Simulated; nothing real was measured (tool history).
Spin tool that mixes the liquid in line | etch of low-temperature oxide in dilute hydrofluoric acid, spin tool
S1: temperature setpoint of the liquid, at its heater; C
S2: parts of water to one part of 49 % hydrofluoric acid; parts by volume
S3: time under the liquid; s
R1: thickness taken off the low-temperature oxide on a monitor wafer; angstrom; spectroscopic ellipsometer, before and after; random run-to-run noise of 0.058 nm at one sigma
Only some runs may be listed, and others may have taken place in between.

| run | day | S1 | S2 | S3 | R1 |
|---|---|---|---|---|---|
| 1 | 0 | 22 | 75 | 20 | 42.721 |
| 2 | 0.279 | 23.5 | 70 | 20 | 49.617 |
| 3 | 0.333 | 24.5 | 65 | 20 | 55.774 |
| 4 | 0.533 | 25.5 | 60 | 20 | 63.846 |
| 5 | 0.754 | 25.5 | 80 | 20 | 46.345 |
| 6 | 0.875 | 25.5 | 80 | 15 | 34.463 |
| 7 | 1.062 | 26 | 70 | 15 | 40.934 |
| 8 | 1.212 | 26.5 | 60 | 15 | 49.312 |
| 9 | 1.375 | 27 | 50 | 15 | 61.699 |
| 10 | 1.483 | 30 | 25 | 15 | 144.07 |
| 11 | 1.675 | 26 | 25 | 15 | 122.78 |

Run 12, settings as shown, results not yet in. Your forecast:
| 12 | 1.75 | 22 | 25 | 15 | ? |

{"run 12": {"R1": 102.84}}
